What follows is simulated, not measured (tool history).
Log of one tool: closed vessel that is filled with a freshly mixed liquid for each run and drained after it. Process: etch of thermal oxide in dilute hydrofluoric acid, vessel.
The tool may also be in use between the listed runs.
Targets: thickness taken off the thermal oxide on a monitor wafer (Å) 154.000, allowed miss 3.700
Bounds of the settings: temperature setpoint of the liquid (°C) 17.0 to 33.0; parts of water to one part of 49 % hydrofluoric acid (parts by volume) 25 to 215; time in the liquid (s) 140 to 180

run	day	temperature setpoint of the liquid (°C)	parts of water to one part of 49 % hydrofluoric acid (parts by volume)	time in the liquid (s)	thickness taken off the thermal oxide on a monitor wafer (Å)
1	0.000	25.0	120	180	59.915
2	0.142	25.0	100	180	74.472
3	0.450	25.0	100	140	59.042
4	0.708	25.0	85	140	69.446
5	0.946	25.0	85	140	70.059
# day 1.288: thermometer replaced
6	1.288	25.0	55	140	120.860
7	1.321	27.0	55	140	131.600
8	1.600	27.5	55	140	135.670

5 next moves are on the table. One of them brings every result within its allowed miss. Which?
A	1.879	26.0	55	170	?
B	1.879	28.0	75	175	?
C	1.879	27.0	60	145	?
D	1.879	29.5	60	180	?
E	1.879	26.0	65	150	?

move	thickness taken off the thermal oxide on a monitor wafer (Å)
A	153.980
B	122.380
C	124.450
D	170.490
E	113.400
A: meets every target
B: further off than the last run
C: further off than the last run
D: takes the result that was furthest off past its target
E: further off than the last run
The right move is A.

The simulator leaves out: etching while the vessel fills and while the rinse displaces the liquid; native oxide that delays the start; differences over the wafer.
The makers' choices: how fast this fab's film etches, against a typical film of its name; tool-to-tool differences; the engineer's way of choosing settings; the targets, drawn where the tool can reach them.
